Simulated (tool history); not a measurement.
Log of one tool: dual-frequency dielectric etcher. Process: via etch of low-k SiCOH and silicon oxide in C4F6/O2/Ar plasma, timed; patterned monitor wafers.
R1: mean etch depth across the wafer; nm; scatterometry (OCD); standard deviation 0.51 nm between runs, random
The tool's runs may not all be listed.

run 1 hour=0.0 | source_power_(kW)=0.300 bias_power_(kW)=0.134 etch_time_(s)=85.5 | R1=177.47
run 2 hour=3.7 | source_power_(kW)=0.300 bias_power_(kW)=0.112 etch_time_(s)=85.5 | R1=170.08
run 3 hour=8.1 | source_power_(kW)=0.340 bias_power_(kW)=0.117 etch_time_(s)=85.5 | R1=181.68
run 4 hour=15.1 | source_power_(kW)=0.300 bias_power_(kW)=0.117 etch_time_(s)=85.5 | R1=170.84
run 5 hour=21.5 | source_power_(kW)=0.280 bias_power_(kW)=0.117 etch_time_(s)=85.5 | R1=167.31
run 6 hour=28.1 | source_power_(kW)=0.280 bias_power_(kW)=0.106 etch_time_(s)=85.5 | R1=163.15

Run 7, settings as shown, results not yet in. Your forecast:
run 7 hour=37.1 | source_power_(kW)=0.330 bias_power_(kW)=0.112 etch_time_(s)=85.5 | R1=?

{"run 7": {"R1": 177.38}}

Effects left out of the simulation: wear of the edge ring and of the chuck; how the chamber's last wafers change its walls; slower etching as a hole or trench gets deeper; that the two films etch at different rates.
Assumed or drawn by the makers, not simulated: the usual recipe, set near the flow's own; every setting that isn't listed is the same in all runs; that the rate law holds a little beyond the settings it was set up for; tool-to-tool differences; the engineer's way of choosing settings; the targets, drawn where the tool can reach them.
